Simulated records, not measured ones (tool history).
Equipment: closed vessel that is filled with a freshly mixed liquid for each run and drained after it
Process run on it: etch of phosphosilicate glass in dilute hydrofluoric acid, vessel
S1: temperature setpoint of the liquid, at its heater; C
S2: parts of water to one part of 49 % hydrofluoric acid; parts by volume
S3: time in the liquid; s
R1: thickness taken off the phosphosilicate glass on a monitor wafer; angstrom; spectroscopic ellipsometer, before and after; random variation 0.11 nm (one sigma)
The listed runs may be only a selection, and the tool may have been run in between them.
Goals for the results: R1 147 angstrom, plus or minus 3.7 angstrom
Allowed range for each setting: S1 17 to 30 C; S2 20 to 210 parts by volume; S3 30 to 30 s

run 1 hour=0 | S1=22 S2=115 S3=30 | R1=212.88
run 2 hour=1.3 | S1=20.5 S2=120 S3=30 | R1=195.57
run 3 hour=3.3 | S1=20.5 S2=120 S3=30 | R1=192.29
run 4 hour=12.3 | S1=20.5 S2=120 S3=30 | R1=195.58
run 5 hour=13.7 | S1=19.5 S2=125 S3=30 | R1=176.13
run 6 hour=21.7 | S1=19 S2=130 S3=30 | R1=165.41
run 7 hour=26.3 | S1=18.5 S2=130 S3=30 | R1=163.04
run 8 hour=30.1 | S1=18 S2=130 S3=30 | R1=157.13
run 9 hour=37.3 | S1=17.5 S2=130 S3=30 | R1=157.8

Which one of the following 5 next-run settings gets every result inside its allowed miss? There is exactly one.
run A hour=44.5 | S1=17 S2=120 S3=30 | R1=?
run B hour=44.5 | S1=19 S2=120 S3=30 | R1=?
run C hour=44.5 | S1=19.5 S2=130 S3=30 | R1=?
run D hour=44.5 | S1=18 S2=140 S3=30 | R1=?
run E hour=44.5 | S1=18 S2=125 S3=30 | R1=?

move=A R1=166.27
move=B R1=180.68
move=C R1=168.57
move=D R1=145.81
move=E R1=165.63
A: the biggest miss grows against the last run
B: the biggest miss grows against the last run
C: the biggest miss grows against the last run
D: every result within its allowed miss
E: the biggest miss grows against the last run
Go with D: it meets all targets.
